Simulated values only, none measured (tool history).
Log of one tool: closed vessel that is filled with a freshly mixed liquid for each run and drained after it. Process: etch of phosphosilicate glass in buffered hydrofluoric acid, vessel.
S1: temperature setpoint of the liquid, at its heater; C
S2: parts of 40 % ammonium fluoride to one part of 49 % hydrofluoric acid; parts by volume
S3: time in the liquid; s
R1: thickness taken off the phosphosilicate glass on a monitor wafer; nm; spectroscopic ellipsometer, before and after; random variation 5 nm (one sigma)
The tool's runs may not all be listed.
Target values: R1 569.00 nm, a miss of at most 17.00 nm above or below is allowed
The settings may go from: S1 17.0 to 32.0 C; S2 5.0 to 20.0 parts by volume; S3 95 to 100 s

Run 1, day 0.000: S1 25.0 C, S2 12.0 parts by volume, S3 95 s. Result: R1 495.73 nm.
Run 2, day 0.325: S1 26.0 C, S2 12.0 parts by volume, S3 95 s. Result: R1 522.24 nm.
Run 3, day 0.496: S1 23.5 C, S2 12.0 parts by volume, S3 95 s. Result: R1 454.98 nm.
Run 4, day 0.612: S1 24.5 C, S2 12.0 parts by volume, S3 95 s. Result: R1 486.60 nm.
Run 5, day 0.650: S1 24.5 C, S2 12.0 parts by volume, S3 100 s. Result: R1 509.76 nm.
Run 6, day 0.921: S1 24.5 C, S2 15.5 parts by volume, S3 100 s. Result: R1 387.93 nm.
Run 7, day 1.258: S1 26.5 C, S2 15.5 parts by volume, S3 100 s. Result: R1 437.65 nm.
Run 8, day 1.475: S1 28.0 C, S2 15.5 parts by volume, S3 100 s. Result: R1 483.09 nm.
Run 9, day 1.846: S1 29.0 C, S2 15.5 parts by volume, S3 100 s. Result: R1 496.25 nm.
Run 10, day 2.017: S1 30.0 C, S2 15.5 parts by volume, S3 100 s. Result: R1 527.48 nm.

Which of these 4 next moves meets every target?
Run A, day 2.188: S1 30.5 C, S2 15.0 parts by volume, S3 100 s. Result: R1 ?.
Run B, day 2.188: S1 31.0 C, S2 16.0 parts by volume, S3 100 s. Result: R1 ?.
Run C, day 2.188: S1 27.5 C, S2 15.5 parts by volume, S3 100 s. Result: R1 ?.
Run D, day 2.188: S1 30.0 C, S2 14.5 parts by volume, S3 95 s. Result: R1 ?.

move      R1
   A  556.05
   B  535.81
   C  459.41
   D  531.94
A: each result inside its tolerance
B: gains on the last run, yet a result remains outside its allowed miss
C: lands further from the targets than the last run did
D: gains on the last run, yet a result remains outside its allowed miss
Correct choice: A, which meets every target
